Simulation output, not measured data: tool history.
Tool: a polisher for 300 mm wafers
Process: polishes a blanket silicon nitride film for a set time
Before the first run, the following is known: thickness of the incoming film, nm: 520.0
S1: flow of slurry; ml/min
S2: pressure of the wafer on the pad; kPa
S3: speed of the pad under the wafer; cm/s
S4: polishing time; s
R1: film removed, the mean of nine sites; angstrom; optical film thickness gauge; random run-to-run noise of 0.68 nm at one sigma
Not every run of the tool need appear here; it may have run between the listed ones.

run,hour,S1,S2,S3,S4,R1
1,0.0,265,28.3,108,63,1346.2
2,6.2,260,25.5,108,63,1228.6
3,14.1,325,25.5,108,63,1263.5
4,22.9,310,23.4,108,63,1184.7
5,24.2,295,22.1,108,63,1137.7
6,31.2,290,20.7,108,63,1089.0
7,32.9,285,20.0,108,63,1074.6

Run 8 has not been measured yet. What should we expect?
8,37.3,285,20.0,108,63,?

R1: 1074.7 angstrom
